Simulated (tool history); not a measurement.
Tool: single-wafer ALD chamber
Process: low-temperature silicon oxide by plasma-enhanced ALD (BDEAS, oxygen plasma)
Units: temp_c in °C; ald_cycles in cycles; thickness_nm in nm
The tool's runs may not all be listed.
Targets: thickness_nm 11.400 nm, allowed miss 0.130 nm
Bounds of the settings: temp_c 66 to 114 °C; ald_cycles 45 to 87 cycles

run	hour	temp_c	ald_cycles	thickness_nm
1	0.0	90	66	10.003
2	3.5	84	67	10.423
3	7.3	79	67	10.594
4	15.5	70	67	10.956
5	21.5	70	76	12.394
6	26.0	75	76	12.150
7	34.4	79	76	11.988
8	36.8	82	76	11.935
9	45.0	85	76	11.789
10	46.0	87	76	11.671
11	55.0	89	76	11.647

Which of these 5 next moves meets every target?
A	64.0	85	76	?
B	64.0	88	77	?
C	64.0	91	75	?
D	64.0	94	79	?
E	64.0	80	70	?

move	thickness_nm
A	11.791
B	11.822
C	11.394
D	11.874
E	11.048
A: further off than the last run
B: further off than the last run
C: meets every target
D: further off than the last run
E: takes the result that was furthest off past its target
Move C is the one to make.
